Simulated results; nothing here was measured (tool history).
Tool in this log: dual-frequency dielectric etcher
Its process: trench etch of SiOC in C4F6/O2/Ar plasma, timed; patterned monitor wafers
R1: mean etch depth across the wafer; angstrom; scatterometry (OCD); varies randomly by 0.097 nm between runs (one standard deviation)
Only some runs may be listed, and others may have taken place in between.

run 1 day=0.000 | source_power_(kW)=0.430 bias_power_(kW)=0.246 etch_time_(s)=13 | R1=302.37
run 2 day=0.321 | source_power_(kW)=0.430 bias_power_(kW)=0.275 etch_time_(s)=13 | R1=315.39
run 3 day=0.629 | source_power_(kW)=0.420 bias_power_(kW)=0.273 etch_time_(s)=13 | R1=311.18
run 4 day=0.792 | source_power_(kW)=0.410 bias_power_(kW)=0.271 etch_time_(s)=13 | R1=306.94
run 5 day=1.142 | source_power_(kW)=0.400 bias_power_(kW)=0.269 etch_time_(s)=13 | R1=305.30
run 6 day=1.221 | source_power_(kW)=0.470 bias_power_(kW)=0.269 etch_time_(s)=13 | R1=323.36

What will run 7 give?
run 7 day=1.538 | source_power_(kW)=0.450 bias_power_(kW)=0.266 etch_time_(s)=13 | R1=?

Run 7 came out at R1 318.48 angstrom.
